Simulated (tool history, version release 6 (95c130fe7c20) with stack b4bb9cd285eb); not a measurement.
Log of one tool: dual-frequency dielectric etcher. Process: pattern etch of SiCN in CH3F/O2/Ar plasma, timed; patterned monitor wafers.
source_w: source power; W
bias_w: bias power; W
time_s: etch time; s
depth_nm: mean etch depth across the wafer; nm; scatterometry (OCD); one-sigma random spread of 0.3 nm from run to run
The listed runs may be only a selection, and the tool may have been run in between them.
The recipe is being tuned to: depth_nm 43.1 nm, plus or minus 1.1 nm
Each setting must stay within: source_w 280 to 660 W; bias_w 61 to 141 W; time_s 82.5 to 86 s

{"run": 1, "hour": 0.0, "source_w": 470, "bias_w": 101, "time_s": 82.5, "depth_nm": 37.934}
{"run": 2, "hour": 4.5, "source_w": 490, "bias_w": 102, "time_s": 82.5, "depth_nm": 38.861}
{"run": 3, "hour": 10.1, "source_w": 500, "bias_w": 103, "time_s": 82.5, "depth_nm": 39.266}
{"run": 4, "hour": 10.8, "source_w": 500, "bias_w": 92, "time_s": 82.5, "depth_nm": 37.817}
{"run": 5, "hour": 12.1, "source_w": 520, "bias_w": 93, "time_s": 82.5, "depth_nm": 38.511}
{"run": 6, "hour": 18.9, "source_w": 470, "bias_w": 93, "time_s": 82.5, "depth_nm": 36.637}
{"run": 7, "hour": 23.2, "source_w": 490, "bias_w": 94, "time_s": 82.5, "depth_nm": 36.984}
{"run": 8, "hour": 28.7, "source_w": 510, "bias_w": 95, "time_s": 82.5, "depth_nm": 38.311}
{"run": 9, "hour": 36.5, "source_w": 520, "bias_w": 96, "time_s": 82.5, "depth_nm": 38.485}
{"run": 10, "hour": 44.6, "source_w": 530, "bias_w": 97, "time_s": 82.5, "depth_nm": 39.163}
{"run": 11, "hour": 45.4, "source_w": 540, "bias_w": 98, "time_s": 82.5, "depth_nm": 39.009}
{"run": 12, "hour": 52.5, "source_w": 550, "bias_w": 100, "time_s": 82.5, "depth_nm": 40.048}
{"run": 13, "hour": 56.8, "source_w": 560, "bias_w": 101, "time_s": 82.5, "depth_nm": 40.487}
{"run": 14, "hour": 58.5, "source_w": 570, "bias_w": 102, "time_s": 82.5, "depth_nm": 40.81}
{"run": 15, "hour": 66.2, "source_w": 580, "bias_w": 103, "time_s": 82.5, "depth_nm": 41.065}
{"run": 16, "hour": 69.5, "source_w": 590, "bias_w": 104, "time_s": 82.5, "depth_nm": 41.44}
{"run": 17, "hour": 71.9, "source_w": 590, "bias_w": 105, "time_s": 82.5, "depth_nm": 41.874}

Exactly one of the 5 candidate moves below puts every result within its allowed miss. Which one?
{"run": "A", "hour": 74.3, "source_w": 650, "bias_w": 118, "time_s": 83.5, "depth_nm": "?"}
{"run": "B", "hour": 74.3, "source_w": 660, "bias_w": 103, "time_s": 82.5, "depth_nm": "?"}
{"run": "C", "hour": 74.3, "source_w": 640, "bias_w": 124, "time_s": 84, "depth_nm": "?"}
{"run": "D", "hour": 74.3, "source_w": 660, "bias_w": 123, "time_s": 83.5, "depth_nm": "?"}
{"run": "E", "hour": 74.3, "source_w": 630, "bias_w": 126, "time_s": 85, "depth_nm": "?"}

move=A depth_nm=45.849
move=B depth_nm=43.436
move=C depth_nm=46.688
move=D depth_nm=46.79
move=E depth_nm=47.249
A: carries the result that was furthest off beyond its target, to the other side
B: hits every target within its allowed miss
C: carries the result that was furthest off beyond its target, to the other side
D: carries the result that was furthest off beyond its target, to the other side
E: carries the result that was furthest off beyond its target, to the other side
So the answer is move B, the one that meets all the targets.

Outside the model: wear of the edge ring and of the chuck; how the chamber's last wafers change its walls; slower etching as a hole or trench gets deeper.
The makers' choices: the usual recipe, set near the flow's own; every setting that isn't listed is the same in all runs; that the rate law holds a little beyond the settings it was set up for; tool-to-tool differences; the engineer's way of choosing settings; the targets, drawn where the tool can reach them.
